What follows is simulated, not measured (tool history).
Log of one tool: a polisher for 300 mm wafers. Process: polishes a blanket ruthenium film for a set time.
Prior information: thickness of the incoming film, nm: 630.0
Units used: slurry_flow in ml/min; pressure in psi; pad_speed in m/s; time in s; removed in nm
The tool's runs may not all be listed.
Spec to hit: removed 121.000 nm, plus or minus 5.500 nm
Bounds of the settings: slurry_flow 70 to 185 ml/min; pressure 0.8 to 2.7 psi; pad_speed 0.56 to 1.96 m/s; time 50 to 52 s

{"run": 1, "hour": 0.0, "slurry_flow": 120, "pressure": 1.7, "pad_speed": 1.26, "time": 50, "removed": 72.764}
{"run": 2, "hour": 3.4, "slurry_flow": 125, "pressure": 1.9, "pad_speed": 1.28, "time": 50, "removed": 84.564}
{"run": 3, "hour": 5.3, "slurry_flow": 95, "pressure": 1.9, "pad_speed": 1.28, "time": 50, "removed": 78.744}
{"run": 4, "hour": 11.6, "slurry_flow": 115, "pressure": 1.9, "pad_speed": 1.28, "time": 50, "removed": 81.741}
{"run": 5, "hour": 14.3, "slurry_flow": 115, "pressure": 1.9, "pad_speed": 1.28, "time": 50, "removed": 82.048}
{"run": 6, "hour": 16.4, "slurry_flow": 115, "pressure": 2.1, "pad_speed": 1.28, "time": 50, "removed": 91.124}
{"run": 7, "hour": 19.2, "slurry_flow": 115, "pressure": 2.1, "pad_speed": 1.28, "time": 50, "removed": 90.393}
{"run": 8, "hour": 21.2, "slurry_flow": 120, "pressure": 2.2, "pad_speed": 1.28, "time": 50, "removed": 97.093}
{"run": 9, "hour": 27.0, "slurry_flow": 125, "pressure": 2.3, "pad_speed": 1.28, "time": 50, "removed": 100.07}
{"run": 10, "hour": 29.2, "slurry_flow": 125, "pressure": 2.4, "pad_speed": 1.28, "time": 50, "removed": 104.53}
{"run": 11, "hour": 35.6, "slurry_flow": 125, "pressure": 2.5, "pad_speed": 1.28, "time": 50, "removed": 108.29}
{"run": 12, "hour": 36.3, "slurry_flow": 125, "pressure": 2.6, "pad_speed": 1.28, "time": 50, "removed": 111.65}

Which of these 4 next moves meets every target?
{"run": "A", "hour": 37.0, "slurry_flow": 140, "pressure": 2.5, "pad_speed": 1.22, "time": 52, "removed": "?"}
{"run": "B", "hour": 37.0, "slurry_flow": 125, "pressure": 2.5, "pad_speed": 1.36, "time": 52, "removed": "?"}
{"run": "C", "hour": 37.0, "slurry_flow": 110, "pressure": 2.7, "pad_speed": 1.46, "time": 52, "removed": "?"}
{"run": "D", "hour": 37.0, "slurry_flow": 110, "pressure": 2.7, "pad_speed": 1.48, "time": 52, "removed": "?"}

move=A removed=109.440
move=B removed=119.470
move=C removed=135.130
move=D removed=136.940
A: further off than the last run
B: all results land within tolerance of their targets
C: takes the biggest miss from the last run beyond its target
D: takes the biggest miss from the last run beyond its target
B meets every target.
